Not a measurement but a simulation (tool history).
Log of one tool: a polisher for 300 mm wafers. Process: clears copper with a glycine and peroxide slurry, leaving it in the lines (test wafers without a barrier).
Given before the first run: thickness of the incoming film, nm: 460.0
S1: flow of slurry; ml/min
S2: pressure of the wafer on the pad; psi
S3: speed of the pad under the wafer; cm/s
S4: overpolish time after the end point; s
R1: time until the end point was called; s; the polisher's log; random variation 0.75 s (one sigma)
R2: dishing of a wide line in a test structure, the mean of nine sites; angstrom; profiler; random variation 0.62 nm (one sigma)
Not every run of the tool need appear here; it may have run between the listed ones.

Run 1, hour 0: S1 265 ml/min, S2 2.7 psi, S3 94 cm/s, S4 17 s. Result: R1 103.96 s, R2 506.92 angstrom.
Run 2, hour 4.2: S1 265 ml/min, S2 2.8 psi, S3 94 cm/s, S4 15 s. Result: R1 102.12 s, R2 483.24 angstrom.
Run 3, hour 9.1: S1 310 ml/min, S2 2.8 psi, S3 94 cm/s, S4 15 s. Result: R1 102.12 s, R2 481.82 angstrom.
Run 4, hour 16.5: S1 310 ml/min, S2 3.2 psi, S3 94 cm/s, S4 15 s. Result: R1 91.993 s, R2 501.81 angstrom.
Run 5, hour 17.2: S1 310 ml/min, S2 3.3 psi, S3 94 cm/s, S4 14 s. Result: R1 93.453 s, R2 477.36 angstrom.
Run 6, hour 17.9: S1 310 ml/min, S2 3.4 psi, S3 96 cm/s, S4 13 s. Result: R1 89.413 s, R2 473.26 angstrom.
Run 7, hour 21.2: S1 310 ml/min, S2 3.5 psi, S3 96 cm/s, S4 12 s. Result: R1 88.003 s, R2 449.73 angstrom.
Run 8, hour 28.8: S1 315 ml/min, S2 4.1 psi, S3 96 cm/s, S4 6 s. Result: R1 80.138 s, R2 279.55 angstrom.
Run 9, hour 37.1: S1 315 ml/min, S2 4.1 psi, S3 98 cm/s, S4 7 s. Result: R1 80.013 s, R2 318.19 angstrom.

For run 10, what comes out?
Run 10, hour 45.2: S1 315 ml/min, S2 4.1 psi, S3 100 cm/s, S4 7 s. Result: R1 ?, R2 ?.

Run 10 gave R1 77.357 s, R2 325.28 angstrom.

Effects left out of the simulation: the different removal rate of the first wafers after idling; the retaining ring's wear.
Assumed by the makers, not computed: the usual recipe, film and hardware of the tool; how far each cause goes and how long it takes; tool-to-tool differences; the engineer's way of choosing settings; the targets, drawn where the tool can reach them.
